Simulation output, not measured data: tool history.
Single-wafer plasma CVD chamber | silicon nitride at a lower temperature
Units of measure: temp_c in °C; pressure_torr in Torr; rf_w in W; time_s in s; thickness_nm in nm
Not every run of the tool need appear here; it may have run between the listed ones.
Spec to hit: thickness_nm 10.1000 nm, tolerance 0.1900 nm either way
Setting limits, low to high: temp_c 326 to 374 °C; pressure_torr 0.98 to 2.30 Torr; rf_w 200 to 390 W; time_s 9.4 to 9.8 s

Run 1, hour 0.0: temp_c 350 °C, pressure_torr 1.64 Torr, rf_w 295 W, time_s 9.8 s. Result: thickness_nm 11.2530 nm.
Run 2, hour 2.5: temp_c 350 °C, pressure_torr 1.76 Torr, rf_w 295 W, time_s 9.8 s. Result: thickness_nm 11.5090 nm.
Run 3, hour 6.0: temp_c 350 °C, pressure_torr 1.76 Torr, rf_w 295 W, time_s 9.4 s. Result: thickness_nm 10.9840 nm.
Run 4, hour 12.2: temp_c 350 °C, pressure_torr 1.72 Torr, rf_w 295 W, time_s 9.4 s. Result: thickness_nm 10.9340 nm.
Run 5, hour 16.5: temp_c 350 °C, pressure_torr 1.72 Torr, rf_w 325 W, time_s 9.4 s. Result: thickness_nm 11.9870 nm.
Run 6, hour 22.5: temp_c 350 °C, pressure_torr 1.72 Torr, rf_w 360 W, time_s 9.4 s. Result: thickness_nm 13.0270 nm.
Run 7, hour 23.0: temp_c 350 °C, pressure_torr 1.65 Torr, rf_w 355 W, time_s 9.4 s. Result: thickness_nm 12.7180 nm.
Run 8, hour 26.8: temp_c 351 °C, pressure_torr 1.32 Torr, rf_w 310 W, time_s 9.4 s. Result: thickness_nm 10.4320 nm.
Run 9, hour 27.4: temp_c 351 °C, pressure_torr 1.31 Torr, rf_w 310 W, time_s 9.4 s. Result: thickness_nm 10.4450 nm.
Run 10, hour 30.0: temp_c 351 °C, pressure_torr 1.30 Torr, rf_w 310 W, time_s 9.4 s. Result: thickness_nm 10.4590 nm.
Run 11, hour 30.8: temp_c 351 °C, pressure_torr 1.12 Torr, rf_w 305 W, time_s 9.4 s. Result: thickness_nm 9.7226 nm.
Run 12, hour 36.5: temp_c 351 °C, pressure_torr 1.13 Torr, rf_w 305 W, time_s 9.4 s. Result: thickness_nm 9.7314 nm.
Run 13, hour 37.8: temp_c 351 °C, pressure_torr 1.14 Torr, rf_w 305 W, time_s 9.4 s. Result: thickness_nm 9.8632 nm.
Run 14, hour 40.6: temp_c 351 °C, pressure_torr 1.15 Torr, rf_w 305 W, time_s 9.4 s. Result: thickness_nm 9.8132 nm.
Run 15, hour 45.0: temp_c 351 °C, pressure_torr 1.16 Torr, rf_w 305 W, time_s 9.4 s. Result: thickness_nm 9.8646 nm.
Run 16, hour 46.5: temp_c 351 °C, pressure_torr 1.17 Torr, rf_w 305 W, time_s 9.4 s. Result: thickness_nm 9.8294 nm.
Run 17, hour 54.9: temp_c 351 °C, pressure_torr 1.31 Torr, rf_w 310 W, time_s 9.4 s. Result: thickness_nm 10.5020 nm.
Run 18, hour 62.6: temp_c 351 °C, pressure_torr 1.30 Torr, rf_w 310 W, time_s 9.4 s. Result: thickness_nm 10.4550 nm.
Run 19, hour 67.6: temp_c 351 °C, pressure_torr 1.30 Torr, rf_w 310 W, time_s 9.4 s. Result: thickness_nm 10.4520 nm.
Run 20, hour 68.7: temp_c 351 °C, pressure_torr 1.29 Torr, rf_w 310 W, time_s 9.4 s. Result: thickness_nm 10.4060 nm.
Run 21, hour 75.1: temp_c 351 °C, pressure_torr 1.28 Torr, rf_w 310 W, time_s 9.4 s. Result: thickness_nm 10.3750 nm.
Run 22, hour 80.1: temp_c 351 °C, pressure_torr 1.28 Torr, rf_w 310 W, time_s 9.4 s. Result: thickness_nm 10.3700 nm.
Run 23, hour 81.7: temp_c 351 °C, pressure_torr 1.27 Torr, rf_w 310 W, time_s 9.4 s. Result: thickness_nm 10.4490 nm.

Next run, 4 choices. One meets every target within its allowed miss, the rest don't. Which?
Run A, hour 83.3: temp_c 354 °C, pressure_torr 1.37 Torr, rf_w 290 W, time_s 9.5 s. Result: thickness_nm ?.
Run B, hour 83.3: temp_c 356 °C, pressure_torr 1.09 Torr, rf_w 305 W, time_s 9.5 s. Result: thickness_nm ?.
Run C, hour 83.3: temp_c 352 °C, pressure_torr 1.28 Torr, rf_w 275 W, time_s 9.8 s. Result: thickness_nm ?.
Run D, hour 83.3: temp_c 351 °C, pressure_torr 1.03 Torr, rf_w 335 W, time_s 9.8 s. Result: thickness_nm ?.

move  thickness_nm
   A       10.1510
   B        9.7445
   C        9.7304
   D       10.6580
A: every result within its allowed miss
B: takes the result that was furthest off past its target
C: takes the result that was furthest off past its target
D: lands further from the targets than the last run did
The right move is A.
